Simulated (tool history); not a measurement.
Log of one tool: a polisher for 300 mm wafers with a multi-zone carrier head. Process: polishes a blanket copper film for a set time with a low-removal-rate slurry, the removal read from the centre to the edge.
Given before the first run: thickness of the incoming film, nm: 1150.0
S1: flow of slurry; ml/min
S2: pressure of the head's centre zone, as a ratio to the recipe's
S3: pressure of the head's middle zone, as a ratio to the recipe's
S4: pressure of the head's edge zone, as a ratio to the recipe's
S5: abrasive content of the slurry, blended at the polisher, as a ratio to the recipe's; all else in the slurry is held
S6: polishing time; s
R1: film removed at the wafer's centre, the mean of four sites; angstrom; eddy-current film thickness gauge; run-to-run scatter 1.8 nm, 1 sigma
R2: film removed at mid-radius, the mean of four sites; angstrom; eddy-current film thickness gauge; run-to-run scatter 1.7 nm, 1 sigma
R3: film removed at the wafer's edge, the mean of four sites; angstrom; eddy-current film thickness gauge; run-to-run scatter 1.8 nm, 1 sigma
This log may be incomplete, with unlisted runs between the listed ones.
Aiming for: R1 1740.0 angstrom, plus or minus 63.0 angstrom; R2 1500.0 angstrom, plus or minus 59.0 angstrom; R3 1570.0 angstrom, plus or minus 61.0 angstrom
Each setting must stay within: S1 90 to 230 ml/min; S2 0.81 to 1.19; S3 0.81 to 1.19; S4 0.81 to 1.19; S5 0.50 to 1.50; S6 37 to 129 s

Run 1, hour 0.0: S1 150 ml/min, S2 1.00, S3 1.00, S4 1.00, S5 1.00, S6 83 s. Result: R1 1989.0 angstrom, R2 2062.4 angstrom, R3 2004.7 angstrom.
Run 2, hour 7.9: S1 150 ml/min, S2 1.00, S3 0.94, S4 1.00, S5 1.00, S6 83 s. Result: R1 1976.1 angstrom, R2 1955.3 angstrom, R3 2025.2 angstrom.
Run 3, hour 15.5: S1 150 ml/min, S2 1.05, S3 0.94, S4 1.00, S5 1.00, S6 83 s. Result: R1 2110.5 angstrom, R2 1990.8 angstrom, R3 2018.6 angstrom.
Run 4, hour 17.3: S1 150 ml/min, S2 1.05, S3 0.93, S4 0.99, S5 0.95, S6 82 s. Result: R1 2072.4 angstrom, R2 1909.5 angstrom, R3 1944.4 angstrom.
Run 5, hour 21.6: S1 145 ml/min, S2 1.05, S3 0.92, S4 0.98, S5 0.90, S6 82 s. Result: R1 1992.7 angstrom, R2 1839.1 angstrom, R3 1929.8 angstrom.
Run 6, hour 24.6: S1 145 ml/min, S2 1.05, S3 0.98, S4 0.98, S5 0.90, S6 82 s. Result: R1 2037.1 angstrom, R2 1907.2 angstrom, R3 1878.1 angstrom.
Run 7, hour 26.4: S1 140 ml/min, S2 1.05, S3 0.97, S4 0.97, S5 0.85, S6 82 s. Result: R1 2014.0 angstrom, R2 1881.2 angstrom, R3 1908.2 angstrom.
Run 8, hour 31.9: S1 140 ml/min, S2 1.05, S3 0.97, S4 0.97, S5 0.80, S6 81 s. Result: R1 1962.4 angstrom, R2 1835.7 angstrom, R3 1838.8 angstrom.
Run 9, hour 38.7: S1 140 ml/min, S2 1.05, S3 0.96, S4 0.96, S5 0.75, S6 80 s. Result: R1 1872.3 angstrom, R2 1757.1 angstrom, R3 1778.2 angstrom.
Run 10, hour 43.7: S1 140 ml/min, S2 1.05, S3 0.95, S4 0.95, S5 0.75, S6 80 s. Result: R1 1890.5 angstrom, R2 1804.1 angstrom, R3 1797.2 angstrom.
Run 11, hour 46.6: S1 140 ml/min, S2 1.06, S3 0.95, S4 0.95, S5 0.75, S6 79 s. Result: R1 1856.2 angstrom, R2 1732.2 angstrom, R3 1738.7 angstrom.
Run 12, hour 48.7: S1 105 ml/min, S2 1.09, S3 0.88, S4 0.89, S5 0.55, S6 78 s. Result: R1 1673.7 angstrom, R2 1391.2 angstrom, R3 1520.9 angstrom.

Next run, 4 choices. One meets every target within its allowed miss, the rest don't. Which?
Run A, hour 50.8: S1 95 ml/min, S2 1.18, S3 0.81, S4 0.89, S5 0.50, S6 85 s. Result: R1 ?, R2 ?, R3 ?.
Run B, hour 50.8: S1 100 ml/min, S2 1.10, S3 0.81, S4 0.92, S5 0.55, S6 90 s. Result: R1 ?, R2 ?, R3 ?.
Run C, hour 50.8: S1 95 ml/min, S2 1.04, S3 0.83, S4 0.94, S5 0.50, S6 90 s. Result: R1 ?, R2 ?, R3 ?.
Run D, hour 50.8: S1 110 ml/min, S2 1.10, S3 0.91, S4 0.92, S5 0.65, S6 78 s. Result: R1 ?, R2 ?, R3 ?.

move      R1      R2      R3
   A  1863.3  1370.5  1564.5
   B  1907.0  1501.8  1729.4
   C  1737.6  1481.3  1698.4
   D  1763.1  1520.1  1572.9
A: misses by more than the last run did
B: corrects the largest miss of the last run, while another result sits out of spec
C: corrects the largest miss of the last run, while another result sits out of spec
D: each result inside its tolerance
Answer: D

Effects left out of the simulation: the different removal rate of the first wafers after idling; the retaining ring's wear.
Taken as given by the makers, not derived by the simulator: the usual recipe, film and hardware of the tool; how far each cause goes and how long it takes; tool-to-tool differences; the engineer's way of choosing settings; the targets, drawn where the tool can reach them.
